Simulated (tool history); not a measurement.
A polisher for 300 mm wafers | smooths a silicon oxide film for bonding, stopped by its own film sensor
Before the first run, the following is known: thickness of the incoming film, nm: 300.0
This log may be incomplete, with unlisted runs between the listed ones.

run	hour	flow of slurry (ml/min)	pressure of the wafer on the pad (kPa)	speed of the pad under the wafer (m/s)	abrasive content of the slurry	target thickness at which the film sensor stops the polish (nm)	time until the film sensor stopped the polish (s)
1	0	215	15.2	0.84	1	268	47.996
2	5.8	215	15.9	0.84	1	268	46.047
3	8.9	215	15.9	0.66	1	268	57.655
4	17.7	215	15.9	0.76	1	268	51.735
5	26.4	215	17.2	0.76	1	268	48.27
6	28	215	18.6	0.78	1	268	45.177
7	30.8	215	19.3	0.8	1	268	42.878
8	39	215	20	0.8	1	268	41.44
9	41.7	215	20.7	0.8	1	268	39.062

Estimate the outcome of run 10 from the log above:
10	46.4	215	21.4	0.8	1	268	?

Run 10 gave time until the film sensor stopped the polish (s) 38.602.
